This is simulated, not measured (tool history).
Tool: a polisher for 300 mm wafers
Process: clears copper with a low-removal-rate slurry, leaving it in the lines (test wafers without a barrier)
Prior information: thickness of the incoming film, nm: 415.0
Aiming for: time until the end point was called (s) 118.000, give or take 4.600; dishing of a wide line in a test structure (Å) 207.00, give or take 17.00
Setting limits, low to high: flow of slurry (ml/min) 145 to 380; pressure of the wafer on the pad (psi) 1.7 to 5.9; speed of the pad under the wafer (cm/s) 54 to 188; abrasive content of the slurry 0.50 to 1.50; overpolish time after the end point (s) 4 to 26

run	hour	flow of slurry (ml/min)	pressure of the wafer on the pad (psi)	speed of the pad under the wafer (cm/s)	abrasive content of the slurry	overpolish time after the end point (s)	time until the end point was called (s)	dishing of a wide line in a test structure (Å)
1	0.0	245	3.8	120	1.00	13	89.645	408.76
2	8.6	245	3.6	120	1.00	12	94.543	364.49
3	12.9	245	3.4	120	1.00	11	99.992	328.05
4	18.9	245	3.4	120	1.00	8	98.807	246.52
5	23.2	245	3.1	120	1.00	8	106.100	215.28
6	23.9	245	3.1	94	1.00	8	137.400	184.60
7	28.1	245	3.1	94	1.00	8	137.680	186.82
8	36.9	245	3.2	94	1.00	8	132.370	195.37
9	40.6	245	3.3	94	1.00	8	128.460	192.64
10	47.6	245	3.4	94	1.00	8	126.180	197.81

Below are 5 possible settings for the next run. Only one of them brings all results inside the allowed miss of their targets. Which is it?
A	54.6	190	3.7	96	0.95	8	?	?
B	54.6	285	2.6	100	1.10	10	?	?
C	54.6	290	3.8	100	0.85	9	?	?
D	54.6	285	3.4	92	0.95	10	?	?
E	54.6	250	3.5	98	1.00	10	?	?

move	time until the end point was called (s)	dishing of a wide line in a test structure (Å)
A	119.070	210.40
B	141.380	218.20
C	109.810	251.18
D	127.490	240.93
E	117.150	259.66
A: meets every target
B: its largest miss is bigger than the last run's
C: takes the result that was furthest off past its target
D: its largest miss is bigger than the last run's
E: meets the target for the result that was furthest off, but another lies outside its allowed miss
A meets every target.

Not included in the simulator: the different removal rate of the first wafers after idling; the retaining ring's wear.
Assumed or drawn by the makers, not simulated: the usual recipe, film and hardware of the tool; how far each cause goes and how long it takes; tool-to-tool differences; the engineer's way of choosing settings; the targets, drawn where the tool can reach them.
